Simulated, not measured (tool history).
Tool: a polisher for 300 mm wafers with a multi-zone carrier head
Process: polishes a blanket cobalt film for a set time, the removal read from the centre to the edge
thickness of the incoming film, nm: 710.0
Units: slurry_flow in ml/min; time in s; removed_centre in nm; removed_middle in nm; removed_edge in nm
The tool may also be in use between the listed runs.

| run | hour | slurry_flow | centre_zone | middle_zone | edge_zone | time | removed_centre | removed_middle | removed_edge |
|---|---|---|---|---|---|---|---|---|---|
| 1 | 0.0 | 235 | 1.00 | 1.00 | 1.00 | 55 | 302.41 | 301.94 | 294.05 |
| 2 | 3.1 | 245 | 1.00 | 1.06 | 1.04 | 60 | 327.97 | 341.19 | 326.63 |
| 3 | 5.2 | 245 | 1.00 | 1.09 | 1.04 | 60 | 331.16 | 349.09 | 324.28 |
| 4 | 6.4 | 245 | 1.00 | 1.09 | 1.09 | 60 | 329.98 | 350.17 | 334.86 |
| 5 | 12.2 | 255 | 0.99 | 1.12 | 1.09 | 64 | 348.79 | 392.90 | 352.44 |
| 6 | 16.4 | 260 | 1.00 | 1.13 | 1.11 | 66 | 369.84 | 404.27 | 359.83 |
| 7 | 23.7 | 265 | 0.94 | 1.15 | 1.12 | 75 | 385.22 | 474.11 | 413.73 |
|  | 26.5 | edge zone pressure recalibrated |
| 8 | 26.5 | 270 | 0.95 | 1.14 | 1.12 | 75 | 387.86 | 463.28 | 431.09 |

Forecast run 9:
| 9 | 34.7 | 265 | 0.96 | 1.15 | 1.11 | 75 | ? | ? | ? |

removed_centre: 396.61 nm
removed_middle: 460.57 nm
removed_edge: 430.98 nm
